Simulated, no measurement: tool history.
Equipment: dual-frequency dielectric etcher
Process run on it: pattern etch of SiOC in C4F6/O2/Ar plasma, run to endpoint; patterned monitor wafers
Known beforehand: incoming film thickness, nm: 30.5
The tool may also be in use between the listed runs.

| run | day | bias power (kW) | source power (kW) | endpoint time (s) |
|---|---|---|---|---|
| 1 | 0 | 0.637 | 0.45 | 9.5758 |
| 2 | 0.233 | 0.637 | 0.48 | 9.3408 |
| 3 | 0.258 | 0.637 | 0.56 | 8.8775 |
| 4 | 0.304 | 0.662 | 0.57 | 8.7843 |
| 5 | 0.429 | 0.599 | 0.57 | 9.0228 |
| 6 | 0.612 | 0.631 | 0.58 | 8.8338 |
| 7 | 0.758 | 0.657 | 0.59 | 8.6461 |
| 8 | 0.971 | 0.677 | 0.6 | 8.5689 |
| 9 | 1.062 | 0.697 | 0.61 | 8.4058 |
| 10 | 1.325 | 0.71 | 0.61 | 8.4333 |
| 11 | 1.454 | 0.729 | 0.61 | 8.3045 |

Run 12 has not been measured yet. What should we expect?
| 12 | 1.717 | 0.738 | 0.61 | ? |

For run 12 the tool returned endpoint time (s) 8.2942.

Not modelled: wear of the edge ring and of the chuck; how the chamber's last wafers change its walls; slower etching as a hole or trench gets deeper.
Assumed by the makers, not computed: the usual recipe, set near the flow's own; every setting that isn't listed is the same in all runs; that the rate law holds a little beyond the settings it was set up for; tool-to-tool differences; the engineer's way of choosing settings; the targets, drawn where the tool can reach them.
